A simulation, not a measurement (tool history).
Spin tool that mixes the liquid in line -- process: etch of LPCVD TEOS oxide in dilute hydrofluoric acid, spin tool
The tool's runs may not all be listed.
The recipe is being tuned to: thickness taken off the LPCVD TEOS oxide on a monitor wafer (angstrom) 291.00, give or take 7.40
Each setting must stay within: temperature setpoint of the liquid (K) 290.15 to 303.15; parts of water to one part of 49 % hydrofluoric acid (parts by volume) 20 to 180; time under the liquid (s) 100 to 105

run	hour	temperature setpoint of the liquid (K)	parts of water to one part of 49 % hydrofluoric acid (parts by volume)	time under the liquid (s)	thickness taken off the LPCVD TEOS oxide on a monitor wafer (angstrom)
1	0.0	295.15	100	100	200.33
2	7.7	295.15	100	100	199.94
3	12.4	295.15	100	105	210.58
4	20.6	296.15	100	105	219.07
5	23.5	296.15	65	105	354.17
6	25.5	295.65	65	105	344.41
7	33.9	295.15	65	105	337.62
8	42.1	294.65	65	105	331.86
9	44.8	294.15	65	105	322.21
10	52.4	294.15	65	105	322.97
11	60.2	293.65	65	105	318.36
12	66.0	293.15	65	105	310.32
13	67.1	293.15	65	105	312.85

Exercise: of the 4 proposed moves below, exactly one satisfies all targets within the stated allowed misses. Which move is it?
A	68.2	291.65	60	105	?
B	68.2	294.15	60	100	?
C	68.2	291.65	65	105	?
D	68.2	293.15	60	105	?

move	thickness taken off the LPCVD TEOS oxide on a monitor wafer (angstrom)
A	318.61
B	337.25
C	292.43
D	339.55
A: its largest miss is bigger than the last run's
B: its largest miss is bigger than the last run's
C: every result within its allowed miss
D: its largest miss is bigger than the last run's
C is the move that brings every result within its allowed miss.
